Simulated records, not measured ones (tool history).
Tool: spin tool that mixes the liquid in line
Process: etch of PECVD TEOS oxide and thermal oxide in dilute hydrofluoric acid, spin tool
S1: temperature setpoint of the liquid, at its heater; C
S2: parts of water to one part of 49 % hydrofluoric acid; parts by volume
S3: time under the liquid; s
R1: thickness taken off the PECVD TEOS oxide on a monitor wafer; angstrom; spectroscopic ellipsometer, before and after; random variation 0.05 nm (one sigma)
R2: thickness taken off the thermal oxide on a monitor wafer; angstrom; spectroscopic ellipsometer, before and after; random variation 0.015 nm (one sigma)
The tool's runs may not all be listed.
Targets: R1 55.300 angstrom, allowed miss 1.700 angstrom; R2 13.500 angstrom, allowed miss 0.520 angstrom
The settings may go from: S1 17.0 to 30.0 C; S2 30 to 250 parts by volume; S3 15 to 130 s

run	day	S1	S2	S3	R1	R2
1	0.000	22.0	140	65	72.720	17.653
2	0.092	21.0	145	65	66.880	16.384
3	0.288	23.0	145	65	72.205	17.616
4	0.471	21.5	145	65	68.207	16.762
5	0.550	20.5	145	65	65.000	16.212
6	0.717	20.5	145	90	91.311	22.140
7	1.067	19.5	155	90	81.295	20.170
8	1.250	19.5	155	90	80.516	19.973

Which of these 4 next moves meets every target?
A	1.433	21.5	175	70	?	?
B	1.433	19.0	180	75	?	?
C	1.433	19.5	180	80	?	?
D	1.433	30.0	100	60	?	?

move	R1	R2
A	59.000	14.291
B	55.463	13.434
C	60.337	14.615
D	133.860	32.424
A: nearer than the last run, and not there yet
B: meets every target
C: nearer than the last run, and not there yet
D: further off than the last run
The right move is B.

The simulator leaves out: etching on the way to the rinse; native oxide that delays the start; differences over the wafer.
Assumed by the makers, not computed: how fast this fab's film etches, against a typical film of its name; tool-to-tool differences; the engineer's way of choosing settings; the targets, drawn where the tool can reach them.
